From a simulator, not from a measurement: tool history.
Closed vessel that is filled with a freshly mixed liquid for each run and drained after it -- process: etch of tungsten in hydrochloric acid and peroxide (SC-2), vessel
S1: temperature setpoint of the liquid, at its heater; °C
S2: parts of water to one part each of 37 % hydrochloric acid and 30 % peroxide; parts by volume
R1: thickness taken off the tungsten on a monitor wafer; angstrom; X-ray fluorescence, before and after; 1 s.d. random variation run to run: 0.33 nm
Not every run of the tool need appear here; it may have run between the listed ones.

run 1 hour=0 | S1=54 S2=6.5 time_in_the_liquid_(s)=105 | R1=307.49
run 2 hour=2.7 | S1=50 S2=6.5 time_in_the_liquid_(s)=105 | R1=232.67
run 3 hour=5.7 | S1=50 S2=4.5 time_in_the_liquid_(s)=105 | R1=305.61
run 4 hour=8.5 | S1=52 S2=4.5 time_in_the_liquid_(s)=105 | R1=350.53
run 5 hour=17.7 | S1=52 S2=4.5 time_in_the_liquid_(s)=115 | R1=383.28
run 6 hour=26 | S1=57 S2=4.5 time_in_the_liquid_(s)=115 | R1=528.23
run 7 hour=33.2 | S1=58 S2=4.5 time_in_the_liquid_(s)=115 | R1=562.9
run 8 hour=39.2 | S1=59 S2=4.5 time_in_the_liquid_(s)=115 | R1=605.05
run 9 hour=44 | S1=59.5 S2=4.5 time_in_the_liquid_(s)=115 | R1=623.9
run 10 hour=46.2 | S1=60 S2=4.5 time_in_the_liquid_(s)=115 | R1=645.03
run 11 hour=47.2 | S1=60.5 S2=4.5 time_in_the_liquid_(s)=115 | R1=663.43
run 12 hour=52.8 | S1=61 S2=4.5 time_in_the_liquid_(s)=115 | R1=682.09

Estimate the outcome of run 13 from the log above:
run 13 hour=53.8 | S1=61.5 S2=4.5 time_in_the_liquid_(s)=115 | R1=?

{"run 13": {"R1": 705.13}}

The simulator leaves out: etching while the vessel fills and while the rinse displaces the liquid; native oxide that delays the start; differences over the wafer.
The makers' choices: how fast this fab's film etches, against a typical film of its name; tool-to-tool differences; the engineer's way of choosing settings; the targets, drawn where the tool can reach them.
